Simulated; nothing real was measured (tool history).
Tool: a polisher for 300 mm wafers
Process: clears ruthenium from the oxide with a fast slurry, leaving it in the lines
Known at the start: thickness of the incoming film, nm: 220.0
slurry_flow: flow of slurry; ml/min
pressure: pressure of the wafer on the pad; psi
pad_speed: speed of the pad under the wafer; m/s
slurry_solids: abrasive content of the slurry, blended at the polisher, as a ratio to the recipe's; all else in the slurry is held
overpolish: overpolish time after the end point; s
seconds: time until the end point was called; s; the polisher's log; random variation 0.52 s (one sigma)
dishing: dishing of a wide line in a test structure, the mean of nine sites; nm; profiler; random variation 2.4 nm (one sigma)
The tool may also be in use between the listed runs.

run	hour	slurry_flow	pressure	pad_speed	slurry_solids	overpolish	seconds	dishing
1	0.0	160	2.4	1.18	1.0	26	52.158	72.196
2	0.9	160	2.4	1.40	1.0	26	44.035	84.309
3	3.2	155	2.4	1.40	1.0	29	44.451	92.747
4	6.0	155	2.4	1.50	1.0	29	41.907	93.564
5	12.7	150	2.3	1.50	1.0	31	43.131	96.166
6	21.4	150	2.2	1.50	1.0	33	45.172	100.430

Run 7 comes next. What will it give?
7	28.7	150	2.2	1.50	1.0	34	?	?

seconds: 45.989 s
dishing: 98.671 nm
